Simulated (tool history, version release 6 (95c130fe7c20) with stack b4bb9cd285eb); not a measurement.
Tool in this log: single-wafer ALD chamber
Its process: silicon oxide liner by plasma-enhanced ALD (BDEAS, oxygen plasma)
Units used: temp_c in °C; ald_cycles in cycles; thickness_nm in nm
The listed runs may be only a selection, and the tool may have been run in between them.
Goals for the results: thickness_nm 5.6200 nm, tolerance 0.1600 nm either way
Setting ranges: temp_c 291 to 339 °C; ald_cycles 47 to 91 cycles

{"run": 1, "day": 0.0, "temp_c": 315, "ald_cycles": 69, "thickness_nm": 6.3092}
{"run": 2, "day": 0.183, "temp_c": 315, "ald_cycles": 68, "thickness_nm": 6.2255}
{"run": 3, "day": 0.442, "temp_c": 315, "ald_cycles": 73, "thickness_nm": 6.7039}
{"run": 4, "day": 0.812, "temp_c": 315, "ald_cycles": 82, "thickness_nm": 7.5059}
{"run": 5, "day": 0.975, "temp_c": 315, "ald_cycles": 79, "thickness_nm": 7.2512}
{"run": 6, "day": 1.233, "temp_c": 307, "ald_cycles": 79, "thickness_nm": 7.3334}
{"run": 7, "day": 1.45, "temp_c": 310, "ald_cycles": 68, "thickness_nm": 6.2589}
{"run": 8, "day": 1.621, "temp_c": 311, "ald_cycles": 59, "thickness_nm": 5.4358}

Pick the move, out of 5, that brings all results within their allowed miss; only one does.
{"run": "A", "day": 1.792, "temp_c": 293, "ald_cycles": 55, "thickness_nm": "?"}
{"run": "B", "day": 1.792, "temp_c": 309, "ald_cycles": 61, "thickness_nm": "?"}
{"run": "C", "day": 1.792, "temp_c": 306, "ald_cycles": 56, "thickness_nm": "?"}
{"run": "D", "day": 1.792, "temp_c": 313, "ald_cycles": 57, "thickness_nm": "?"}
{"run": "E", "day": 1.792, "temp_c": 299, "ald_cycles": 63, "thickness_nm": "?"}

move=A thickness_nm=5.2902
move=B thickness_nm=5.6387
move=C thickness_nm=5.1990
move=D thickness_nm=5.2383
move=E thickness_nm=5.9270
A: the biggest miss grows against the last run
B: hits every target within its allowed miss
C: the biggest miss grows against the last run
D: the biggest miss grows against the last run
E: moves the result that the last run missed by most past its target, out the other side
B meets every target.
